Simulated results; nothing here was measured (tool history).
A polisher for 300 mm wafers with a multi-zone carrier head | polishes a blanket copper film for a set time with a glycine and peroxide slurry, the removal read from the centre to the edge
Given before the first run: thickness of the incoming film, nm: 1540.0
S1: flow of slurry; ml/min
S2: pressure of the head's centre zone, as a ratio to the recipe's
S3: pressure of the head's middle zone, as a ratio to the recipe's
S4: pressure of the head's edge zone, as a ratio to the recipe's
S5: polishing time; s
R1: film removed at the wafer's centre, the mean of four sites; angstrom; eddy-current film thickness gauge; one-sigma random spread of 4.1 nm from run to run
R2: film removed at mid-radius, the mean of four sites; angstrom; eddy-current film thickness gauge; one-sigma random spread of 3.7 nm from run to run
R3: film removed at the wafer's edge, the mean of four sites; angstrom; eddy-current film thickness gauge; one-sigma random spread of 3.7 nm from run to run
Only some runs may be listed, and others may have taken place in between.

Run 1, hour 0: S1 260 ml/min, S2 1, S3 1, S4 1, S5 42 s. Result: R1 2912.2 angstrom, R2 2880.1 angstrom, R3 2936.5 angstrom.
Run 2, hour 5.1: S1 275 ml/min, S2 1.04, S3 1.02, S4 1.03, S5 45 s. Result: R1 3273.6 angstrom, R2 3223.4 angstrom, R3 3232.3 angstrom.
Run 3, hour 11.7: S1 275 ml/min, S2 1.04, S3 0.98, S4 1.03, S5 45 s. Result: R1 3290.8 angstrom, R2 3105.5 angstrom, R3 3236.4 angstrom.
Run 4, hour 16.5: S1 275 ml/min, S2 1.11, S3 0.98, S4 1.03, S5 45 s. Result: R1 3545.7 angstrom, R2 3106 angstrom, R3 3256.8 angstrom.
Run 5, hour 21.6: S1 250 ml/min, S2 1.11, S3 0.98, S4 1.03, S5 45 s. Result: R1 3403.6 angstrom, R2 3033.9 angstrom, R3 3207.7 angstrom.
Run 6, hour 27.9: S1 200 ml/min, S2 1.11, S3 0.98, S4 1.03, S5 45 s. Result: R1 3147.3 angstrom, R2 2880.4 angstrom, R3 3086.4 angstrom.
Run 7, hour 30.2: S1 270 ml/min, S2 1.18, S3 1.08, S4 1.13, S5 56 s. Result: R1 4622.1 angstrom, R2 4163.7 angstrom, R3 4165.6 angstrom.

For run 8, what comes out?
Run 8, hour 37: S1 270 ml/min, S2 1.18, S3 1.08, S4 1.13, S5 56 s. Result: R1 ?, R2 ?, R3 ?.

R1: 4607.6 angstrom
R2: 4240.3 angstrom
R3: 4244 angstrom
